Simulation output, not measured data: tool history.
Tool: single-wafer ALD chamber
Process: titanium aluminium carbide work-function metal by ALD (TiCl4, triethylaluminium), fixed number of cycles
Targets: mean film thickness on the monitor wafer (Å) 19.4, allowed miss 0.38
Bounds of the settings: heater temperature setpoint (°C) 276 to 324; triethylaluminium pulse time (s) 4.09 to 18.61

run,hour,heater temperature setpoint (°C),triethylaluminium pulse time (s),mean film thickness on the monitor wafer (Å)
1,0,300,11.35,20.866
2,3.7,295,11.35,20.495
3,11.2,290,11.35,20.11
4,15.4,294,11.35,20.336
# hour 20.3: thermocouple changed; heater temperature recalibrated
5,20.3,292,11.04,20.424
6,24,292,13.28,20.848
7,25.6,292,13.28,20.874
8,34.4,289,12.64,20.563
9,35.1,287,11.97,20.281
10,37,285,11.42,20.149
11,43.6,276,10.05,18.964

Which of these 5 next moves meets every target?
A,50.2,282,10.06,?
B,50.2,276,9.24,?
C,50.2,288,10.67,?
D,50.2,286,14.62,?
E,50.2,276,9.36,?

move,mean film thickness on the monitor wafer (Å)
A,19.384
B,18.51
C,20.073
D,20.42
E,18.581
A: meets every target
B: further off than the last run
C: takes the result that was furthest off past its target
D: takes the result that was furthest off past its target
E: further off than the last run
The right move is A.

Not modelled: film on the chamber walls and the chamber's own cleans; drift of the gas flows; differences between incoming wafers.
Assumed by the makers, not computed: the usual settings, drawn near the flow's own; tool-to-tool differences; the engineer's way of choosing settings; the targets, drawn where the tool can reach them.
